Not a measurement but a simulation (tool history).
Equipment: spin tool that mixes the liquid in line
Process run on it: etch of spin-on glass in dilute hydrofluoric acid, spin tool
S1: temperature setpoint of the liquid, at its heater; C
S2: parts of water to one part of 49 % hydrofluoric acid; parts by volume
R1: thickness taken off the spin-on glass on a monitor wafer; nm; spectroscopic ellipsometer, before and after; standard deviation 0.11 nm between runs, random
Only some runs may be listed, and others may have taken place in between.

{"run": 1, "day": 0.0, "S1": 20, "S2": 100, "time under the liquid (s)": 50, "R1": 11.186}
{"run": 2, "day": 0.05, "S1": 21.5, "S2": 95, "time under the liquid (s)": 50, "R1": 12.706}
{"run": 3, "day": 0.333, "S1": 23.5, "S2": 95, "time under the liquid (s)": 50, "R1": 13.721}
{"run": 4, "day": 0.554, "S1": 24.5, "S2": 95, "time under the liquid (s)": 50, "R1": 14.176}
{"run": 5, "day": 0.633, "S1": 27, "S2": 95, "time under the liquid (s)": 50, "R1": 15.827}
{"run": 6, "day": 0.967, "S1": 27, "S2": 80, "time under the liquid (s)": 50, "R1": 19.091}
{"run": 7, "day": 1.217, "S1": 26.5, "S2": 80, "time under the liquid (s)": 50, "R1": 18.67}
{"run": 8, "day": 1.308, "S1": 26, "S2": 80, "time under the liquid (s)": 50, "R1": 18.244}

Expected results for the next run?
{"run": 9, "day": 1.633, "S1": 25.5, "S2": 80, "time under the liquid (s)": 50, "R1": "?"}

{"run 9": {"R1": 17.927}}
